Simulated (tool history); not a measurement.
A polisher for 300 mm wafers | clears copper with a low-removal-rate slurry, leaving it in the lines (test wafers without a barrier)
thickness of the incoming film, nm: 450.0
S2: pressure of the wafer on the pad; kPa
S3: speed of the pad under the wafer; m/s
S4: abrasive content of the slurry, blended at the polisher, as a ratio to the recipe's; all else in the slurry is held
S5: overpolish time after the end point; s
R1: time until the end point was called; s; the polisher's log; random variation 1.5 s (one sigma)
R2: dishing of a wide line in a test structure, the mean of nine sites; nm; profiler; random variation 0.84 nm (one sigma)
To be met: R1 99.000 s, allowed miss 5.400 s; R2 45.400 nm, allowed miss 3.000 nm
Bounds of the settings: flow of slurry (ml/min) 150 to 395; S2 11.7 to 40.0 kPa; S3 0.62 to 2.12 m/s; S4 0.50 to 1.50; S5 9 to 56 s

run 1 hour=0.0 | flow_of_slurry_(ml/min)=250 S2=25.5 S3=1.36 S4=1.00 S5=29 | R1=68.142 R2=57.714
run 2 hour=6.7 | flow_of_slurry_(ml/min)=250 S2=25.5 S3=1.36 S4=1.20 S5=29 | R1=64.845 R2=58.446
run 3 hour=12.5 | flow_of_slurry_(ml/min)=250 S2=22.8 S3=1.34 S4=1.20 S5=27 | R1=74.605 R2=56.142
run 4 hour=16.0 | flow_of_slurry_(ml/min)=250 S2=26.2 S3=1.34 S4=1.20 S5=27 | R1=63.392 R2=56.427
run 5 hour=18.3 | flow_of_slurry_(ml/min)=250 S2=22.1 S3=1.34 S4=1.20 S5=27 | R1=78.873 R2=52.370
-- hour=24.9 head pressure recalibrated
run 6 hour=24.9 | flow_of_slurry_(ml/min)=250 S2=22.1 S3=1.34 S4=1.20 S5=18 | R1=85.727 R2=41.800
run 7 hour=31.6 | flow_of_slurry_(ml/min)=250 S2=20.7 S3=1.34 S4=1.20 S5=20 | R1=90.593 R2=41.373
run 8 hour=38.5 | flow_of_slurry_(ml/min)=250 S2=18.6 S3=1.30 S4=1.20 S5=33 | R1=102.080 R2=48.330
run 9 hour=42.1 | flow_of_slurry_(ml/min)=250 S2=18.6 S3=1.30 S4=1.20 S5=31 | R1=104.150 R2=49.239
run 10 hour=42.9 | flow_of_slurry_(ml/min)=250 S2=18.6 S3=1.30 S4=1.20 S5=31 | R1=101.630 R2=48.758

Which of these 5 next moves meets every target?
run A hour=43.7 | flow_of_slurry_(ml/min)=290 S2=15.9 S3=1.52 S4=1.25 S5=39 | R1=? R2=?
run B hour=43.7 | flow_of_slurry_(ml/min)=240 S2=17.9 S3=1.60 S4=1.05 S5=35 | R1=? R2=?
run C hour=43.7 | flow_of_slurry_(ml/min)=250 S2=20.7 S3=1.18 S4=1.15 S5=40 | R1=? R2=?
run D hour=43.7 | flow_of_slurry_(ml/min)=210 S2=21.4 S3=1.20 S4=1.25 S5=26 | R1=? R2=?
run E hour=43.7 | flow_of_slurry_(ml/min)=245 S2=16.5 S3=1.36 S4=1.30 S5=40 | R1=? R2=?

move=A R1=100.270 R2=51.999
move=B R1=89.833 R2=52.724
move=C R1=102.760 R2=53.458
move=D R1=97.712 R2=45.830
move=E R1=107.890 R2=51.428
A: further off than the last run
B: further off than the last run
C: further off than the last run
D: meets every target
E: further off than the last run
Move D is the one to make.
